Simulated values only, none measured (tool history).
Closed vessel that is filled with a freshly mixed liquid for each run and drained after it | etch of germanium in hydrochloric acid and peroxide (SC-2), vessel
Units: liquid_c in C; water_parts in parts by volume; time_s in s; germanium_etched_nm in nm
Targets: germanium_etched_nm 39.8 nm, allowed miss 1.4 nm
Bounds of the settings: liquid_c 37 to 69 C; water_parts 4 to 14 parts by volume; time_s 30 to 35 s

Run 1, day 0: liquid_c 53 C, water_parts 7.5 parts by volume, time_s 35 s. Result: germanium_etched_nm 65.729 nm.
Run 2, day 0.288: liquid_c 53 C, water_parts 10 parts by volume, time_s 35 s. Result: germanium_etched_nm 62.841 nm.
Run 3, day 0.583: liquid_c 53 C, water_parts 8 parts by volume, time_s 35 s. Result: germanium_etched_nm 64.999 nm.
Run 4, day 0.871: liquid_c 53 C, water_parts 9 parts by volume, time_s 35 s. Result: germanium_etched_nm 64.909 nm.
Run 5, day 0.908: liquid_c 53 C, water_parts 11 parts by volume, time_s 35 s. Result: germanium_etched_nm 62.534 nm.
Run 6, day 1.158: liquid_c 51.5 C, water_parts 11 parts by volume, time_s 35 s. Result: germanium_etched_nm 60.395 nm.
Run 7, day 1.354: liquid_c 50 C, water_parts 11 parts by volume, time_s 35 s. Result: germanium_etched_nm 56.886 nm.
Run 8, day 1.671: liquid_c 49 C, water_parts 11 parts by volume, time_s 35 s. Result: germanium_etched_nm 56.046 nm.
At day 1.862: thermometer replaced.
Run 9, day 1.862: liquid_c 47.5 C, water_parts 11 parts by volume, time_s 35 s. Result: germanium_etched_nm 49.333 nm.
Run 10, day 1.883: liquid_c 47 C, water_parts 11 parts by volume, time_s 35 s. Result: germanium_etched_nm 49.911 nm.
Run 11, day 1.908: liquid_c 46.5 C, water_parts 11 parts by volume, time_s 35 s. Result: germanium_etched_nm 47.274 nm.
Run 12, day 2.208: liquid_c 46.5 C, water_parts 11 parts by volume, time_s 35 s. Result: germanium_etched_nm 46.867 nm.
Run 13, day 2.371: liquid_c 46 C, water_parts 11 parts by volume, time_s 35 s. Result: germanium_etched_nm 47.324 nm.
Run 14, day 2.729: liquid_c 45.5 C, water_parts 11 parts by volume, time_s 35 s. Result: germanium_etched_nm 45.611 nm.

4 next moves are on the table. One of them brings every result within its allowed miss. Which?
Run A, day 3.088: liquid_c 47.5 C, water_parts 10.5 parts by volume, time_s 30 s. Result: germanium_etched_nm ?.
Run B, day 3.088: liquid_c 50 C, water_parts 12.5 parts by volume, time_s 35 s. Result: germanium_etched_nm ?.
Run C, day 3.088: liquid_c 40.5 C, water_parts 8 parts by volume, time_s 35 s. Result: germanium_etched_nm ?.
Run D, day 3.088: liquid_c 50.5 C, water_parts 6.5 parts by volume, time_s 30 s. Result: germanium_etched_nm ?.

move  germanium_etched_nm
   A               41.892
   B               51.875
   C               39.634
   D               47.699
A: nearer than the last run, and not there yet
B: further off than the last run
C: meets every target
D: further off than the last run
Answer: C

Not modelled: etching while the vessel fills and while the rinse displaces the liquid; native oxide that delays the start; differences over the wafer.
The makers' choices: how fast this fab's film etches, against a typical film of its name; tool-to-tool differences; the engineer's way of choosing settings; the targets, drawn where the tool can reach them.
